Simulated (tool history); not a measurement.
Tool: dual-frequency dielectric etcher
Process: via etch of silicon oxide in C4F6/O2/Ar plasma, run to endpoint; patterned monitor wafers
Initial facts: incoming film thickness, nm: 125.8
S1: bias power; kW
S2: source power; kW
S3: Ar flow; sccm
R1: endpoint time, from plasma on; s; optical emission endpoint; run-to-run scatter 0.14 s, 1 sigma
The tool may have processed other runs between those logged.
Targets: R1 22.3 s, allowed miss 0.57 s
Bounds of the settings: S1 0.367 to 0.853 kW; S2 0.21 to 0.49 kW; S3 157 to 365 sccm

run,hour,S1,S2,S3,R1
1,0,0.61,0.35,261,27.459
2,4.1,0.655,0.37,258,26.061
3,6.4,0.655,0.32,258,28.142
4,14.3,0.689,0.34,255,26.671
5,20,0.689,0.34,298,27.026
6,24.7,0.648,0.34,298,27.832
7,26.8,0.685,0.36,295,26.262
8,34.8,0.715,0.37,294,25.889

4 next moves are on the table. One of them brings every result within its allowed miss. Which?
A,42.8,0.677,0.33,313,?
B,42.8,0.853,0.42,260,?
C,42.8,0.685,0.33,294,?
D,42.8,0.69,0.31,319,?

move,R1
A,27.956
B,22.448
C,27.655
D,28.823
A: the biggest miss grows against the last run
B: all results in spec
C: the biggest miss grows against the last run
D: the biggest miss grows against the last run
B is the move that brings every result within its allowed miss.
